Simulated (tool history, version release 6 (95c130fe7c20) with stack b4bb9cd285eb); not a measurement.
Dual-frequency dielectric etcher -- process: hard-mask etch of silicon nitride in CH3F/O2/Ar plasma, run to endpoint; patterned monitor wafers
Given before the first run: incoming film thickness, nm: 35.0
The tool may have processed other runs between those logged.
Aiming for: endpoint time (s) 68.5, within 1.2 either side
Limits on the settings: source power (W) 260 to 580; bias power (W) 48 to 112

run 1 hour=0 | source_power_(W)=420 bias_power_(W)=80 | endpoint_time_(s)=49.116
run 2 hour=4 | source_power_(W)=380 bias_power_(W)=71 | endpoint_time_(s)=54.551
run 3 hour=9.2 | source_power_(W)=350 bias_power_(W)=67 | endpoint_time_(s)=58.6
run 4 hour=9.9 | source_power_(W)=410 bias_power_(W)=67 | endpoint_time_(s)=54.663
-- hour=11.8 source power generator calibrated
run 5 hour=11.8 | source_power_(W)=450 bias_power_(W)=67 | endpoint_time_(s)=52.313
run 6 hour=14.8 | source_power_(W)=450 bias_power_(W)=75 | endpoint_time_(s)=48.882
run 7 hour=16.1 | source_power_(W)=400 bias_power_(W)=70 | endpoint_time_(s)=53.196
run 8 hour=19.7 | source_power_(W)=360 bias_power_(W)=65 | endpoint_time_(s)=57.468
run 9 hour=26.5 | source_power_(W)=330 bias_power_(W)=61 | endpoint_time_(s)=61.737
run 10 hour=35.3 | source_power_(W)=310 bias_power_(W)=60 | endpoint_time_(s)=64.275
run 11 hour=37.7 | source_power_(W)=300 bias_power_(W)=60 | endpoint_time_(s)=64.786
run 12 hour=38.4 | source_power_(W)=290 bias_power_(W)=60 | endpoint_time_(s)=66.274
run 13 hour=42.4 | source_power_(W)=280 bias_power_(W)=60 | endpoint_time_(s)=66.854

4 next moves are on the table. One of them brings every result within its allowed miss. Which?
run A hour=46.4 | source_power_(W)=290 bias_power_(W)=57 | endpoint_time_(s)=?
run B hour=46.4 | source_power_(W)=270 bias_power_(W)=63 | endpoint_time_(s)=?
run C hour=46.4 | source_power_(W)=330 bias_power_(W)=55 | endpoint_time_(s)=?
run D hour=46.4 | source_power_(W)=280 bias_power_(W)=61 | endpoint_time_(s)=?

move=A endpoint_time_(s)=68.373
move=B endpoint_time_(s)=66.232
move=C endpoint_time_(s)=66.351
move=D endpoint_time_(s)=66.551
A: meets every target
B: further off than the last run
C: further off than the last run
D: further off than the last run
Go with A: it meets all targets.
